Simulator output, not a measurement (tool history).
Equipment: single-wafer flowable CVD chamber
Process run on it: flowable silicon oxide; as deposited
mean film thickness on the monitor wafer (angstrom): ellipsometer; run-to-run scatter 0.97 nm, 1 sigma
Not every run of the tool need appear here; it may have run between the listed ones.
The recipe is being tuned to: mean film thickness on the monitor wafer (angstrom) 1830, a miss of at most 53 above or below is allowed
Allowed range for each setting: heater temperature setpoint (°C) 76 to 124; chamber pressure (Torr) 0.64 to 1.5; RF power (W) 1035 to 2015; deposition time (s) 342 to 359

run,day,heater temperature setpoint (°C),chamber pressure (Torr),RF power (W),deposition time (s),mean film thickness on the monitor wafer (angstrom)
1,0,100,1.07,1525,359,2775.1
2,0.371,100,1.07,1695,359,2827
3,0.733,100,0.98,1695,359,2595.7
4,0.883,103,0.98,1695,359,2310.6
5,0.962,103,0.98,1500,359,2265.1
6,1.058,105,0.98,1500,359,2089.6
7,1.15,106,0.98,1500,359,2030.4
8,1.333,107,0.98,1500,359,1945.1

Which single option among these 4 for the next run brings every result within its allowed miss of target? Just one does.
A,1.517,106,0.99,1525,344,?
B,1.517,109,0.95,1500,351,?
C,1.517,111,1.18,1470,343,?
D,1.517,109,1,1500,357,?

move,mean film thickness on the monitor wafer (angstrom)
A,1966.7
B,1712.8
C,1927
D,1837.9
A: lands further from the targets than the last run did
B: moves the result that the last run missed by most past its target, out the other side
C: moves toward the targets from the last run without getting all of them in spec
D: all results land within tolerance of their targets
So the answer is move D, the one that meets all the targets.
